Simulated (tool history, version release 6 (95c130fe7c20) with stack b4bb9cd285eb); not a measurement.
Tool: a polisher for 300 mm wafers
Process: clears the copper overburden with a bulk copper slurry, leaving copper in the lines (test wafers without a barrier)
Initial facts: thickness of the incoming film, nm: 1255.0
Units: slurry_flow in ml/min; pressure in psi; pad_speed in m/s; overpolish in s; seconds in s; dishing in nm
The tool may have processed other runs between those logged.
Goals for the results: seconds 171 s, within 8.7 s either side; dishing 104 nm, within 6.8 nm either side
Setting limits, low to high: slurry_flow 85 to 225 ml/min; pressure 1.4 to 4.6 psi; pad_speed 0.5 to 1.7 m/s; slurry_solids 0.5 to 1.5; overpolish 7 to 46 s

| run | hour | slurry_flow | pressure | pad_speed | slurry_solids | overpolish | seconds | dishing |
|---|---|---|---|---|---|---|---|---|
| 1 | 0 | 145 | 3 | 1.1 | 1 | 24 | 114.88 | 129.83 |
| 2 | 4.3 | 145 | 3 | 1.22 | 1 | 24 | 103.77 | 137.18 |
| 3 | 13 | 145 | 2.8 | 1.22 | 1 | 24 | 114.16 | 133.57 |
| 4 | 20.7 | 145 | 2.8 | 1.22 | 1.2 | 24 | 108.99 | 130.85 |
| 5 | 29.7 | 145 | 2.7 | 1.22 | 1.2 | 24 | 114.46 | 130.36 |
| 6 | 33.3 | 145 | 2.7 | 1.22 | 1.3 | 24 | 110.83 | 135.96 |
| 7 | 34.5 | 145 | 2.6 | 1.22 | 1.3 | 24 | 114.2 | 126.75 |
| 8 | 38.9 | 145 | 2.5 | 1.22 | 1.3 | 25 | 121.82 | 126.47 |
| 9 | 40 | 145 | 2.4 | 1.22 | 1.3 | 25 | 127.33 | 125.57 |
| 10 | 44.7 | 140 | 1.6 | 1.2 | 1.3 | 24 | 190.25 | 85.406 |
| 11 | 46.9 | 140 | 1.6 | 1.2 | 1.3 | 25 | 190.96 | 91.266 |

Next run, 5 choices. One meets every target within its allowed miss, the rest don't. Which?
| A | 49.1 | 120 | 1.6 | 1.22 | 1.4 | 30 | ? | ? |
| B | 49.1 | 130 | 1.8 | 1.22 | 1.2 | 27 | ? | ? |
| C | 49.1 | 195 | 1.7 | 1.14 | 0.95 | 41 | ? | ? |
| D | 49.1 | 180 | 2 | 0.82 | 1.5 | 35 | ? | ? |
| E | 49.1 | 170 | 1.6 | 1.18 | 1.25 | 31 | ? | ? |

| move | seconds | dishing |
|---|---|---|
| A | 187.95 | 96.89 |
| B | 170.14 | 98.897 |
| C | 187.4 | 114.59 |
| D | 206.51 | 104.72 |
| E | 186.95 | 98.884 |
A: better than the last run, though not everything is in spec
B: all results land within tolerance of their targets
C: better than the last run, though not everything is in spec
D: misses by more than the last run did
E: better than the last run, though not everything is in spec
Go with B: it meets all targets.
